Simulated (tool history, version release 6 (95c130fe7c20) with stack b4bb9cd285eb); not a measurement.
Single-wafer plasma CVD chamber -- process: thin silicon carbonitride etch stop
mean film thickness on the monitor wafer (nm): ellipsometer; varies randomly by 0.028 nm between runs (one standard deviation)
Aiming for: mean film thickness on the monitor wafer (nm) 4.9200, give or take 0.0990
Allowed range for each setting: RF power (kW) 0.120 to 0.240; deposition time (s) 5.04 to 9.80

run,hour,RF power (kW),deposition time (s),mean film thickness on the monitor wafer (nm)
1,0.0,0.180,7.42,3.9361
2,6.8,0.195,7.80,4.2461
3,13.8,0.205,8.04,4.4606
4,16.1,0.210,8.19,4.5655
5,20.3,0.210,7.13,3.9807
6,20.9,0.215,7.56,4.2489
7,26.6,0.220,7.85,4.4766
8,30.0,0.225,8.01,4.5556
9,30.5,0.230,8.17,4.6969
10,35.8,0.230,8.26,4.7163
11,41.3,0.230,8.35,4.8130

Pick the move, out of 5, that brings all results within their allowed miss; only one does.
A,46.8,0.230,8.79,?
B,46.8,0.240,8.37,?
C,46.8,0.220,9.07,?
D,46.8,0.180,9.02,?
E,46.8,0.235,8.06,?

move,mean film thickness on the monitor wafer (nm)
A,5.0685
B,4.8965
C,5.1512
D,4.7775
E,4.6817
A: carries the result that was furthest off beyond its target, to the other side
B: all results land within tolerance of their targets
C: carries the result that was furthest off beyond its target, to the other side
D: misses by more than the last run did
E: misses by more than the last run did
B meets every target.
